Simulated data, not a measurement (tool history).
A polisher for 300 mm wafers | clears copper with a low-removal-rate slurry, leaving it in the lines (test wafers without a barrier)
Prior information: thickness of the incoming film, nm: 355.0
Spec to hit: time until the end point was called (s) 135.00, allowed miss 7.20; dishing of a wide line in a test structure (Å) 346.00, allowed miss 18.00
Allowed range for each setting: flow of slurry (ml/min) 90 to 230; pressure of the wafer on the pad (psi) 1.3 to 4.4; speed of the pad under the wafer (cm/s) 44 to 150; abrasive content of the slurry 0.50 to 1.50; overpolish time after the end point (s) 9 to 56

run  hour  flow of slurry (ml/min)  pressure of the wafer on the pad (psi)  speed of the pad under the wafer (cm/s)  abrasive content of the slurry  overpolish time after the end point (s)  time until the end point was called (s)  dishing of a wide line in a test structure (Å)
  1   0.0                      150                                     2.8                                       96                            1.00                                       29                                   111.61                                          428.88
  2   1.4                      150                                     2.8                                       96                            1.05                                       29                                   116.67                                          418.40
  3   2.6                      170                                     2.8                                       96                            1.05                                       29                                   111.77                                          432.44
  4   7.5                      170                                     3.2                                       96                            1.05                                       29                                   102.79                                          460.20
  5  12.2                      170                                     3.0                                       96                            1.05                                       28                                   108.29                                          439.88
  6  13.9                      170                                     3.3                                       96                            1.05                                       28                                    97.31                                          452.39
  7  17.6                      170                                     3.2                                       96                            1.05                                       27                                   102.42                                          445.41
  8  21.5                      170                                     3.1                                       96                            1.05                                       26                                   103.19                                          434.10
  9  22.7                      170                                     3.0                                       96                            1.05                                       25                                   105.92                                          400.16
 10  27.6                      170                                     2.9                                       96                            1.05                                       25                                   109.36                                          400.65
 11  30.1                      170                                     2.8                                       96                            1.05                                       25                                   114.49                                          398.42
     35.0  -- head pressure recalibrated
 12  35.0                      165                                     2.3                                       94                            1.05                                       21                                   122.15                                          339.65

Which of these 5 next moves meets every target?
  A  39.9                      165                                     2.2                                      100                            1.05                                       20                                        ?                                               ?
  B  39.9                      170                                     2.5                                       90                            1.00                                       27                                        ?                                               ?
  C  39.9                      160                                     2.6                                       76                            1.10                                       24                                        ?                                               ?
  D  39.9                      170                                     2.5                                       82                            0.95                                       31                                        ?                                               ?
  E  39.9                      155                                     2.4                                       92                            1.10                                       25                                        ?                                               ?

move  time until the end point was called (s)  dishing of a wide line in a test structure (Å)
   A                                   122.07                                          323.06
   B                                   124.80                                          386.13
   C                                   140.26                                          335.32
   D                                   138.47                                          393.68
   E                                   123.99                                          369.63
A: neither nearer nor further off than the last run
B: lands further from the targets than the last run did
C: every result within its allowed miss
D: puts the biggest miss on target and leaves a different result outside tolerance
E: moves toward the targets from the last run without getting all of them in spec
Correct choice: C, which meets every target
